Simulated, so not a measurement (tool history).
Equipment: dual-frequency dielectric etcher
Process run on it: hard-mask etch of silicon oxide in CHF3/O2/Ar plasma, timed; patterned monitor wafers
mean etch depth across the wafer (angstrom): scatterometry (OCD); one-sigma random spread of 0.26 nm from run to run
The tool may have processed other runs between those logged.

| run | day | source power (kW) | bias power (kW) | etch time (s) | mean etch depth across the wafer (angstrom) |
|---|---|---|---|---|---|
| 1 | 0.000 | 0.870 | 0.150 | 20.0 | 391.58 |
| 2 | 0.183 | 0.870 | 0.150 | 20.0 | 389.35 |
| 3 | 0.488 | 0.810 | 0.150 | 20.0 | 379.44 |
| 4 | 0.550 | 0.890 | 0.155 | 20.0 | 400.16 |
| 5 | 0.904 | 0.890 | 0.134 | 20.0 | 370.44 |
| 6 | 1.242 | 0.890 | 0.151 | 20.0 | 393.43 |
| 7 | 1.458 | 0.950 | 0.156 | 20.0 | 408.72 |

What does the tool deliver on the next run?
| 8 | 1.608 | 1.000 | 0.160 | 20.0 | ? |

mean etch depth across the wafer (angstrom): 419.97
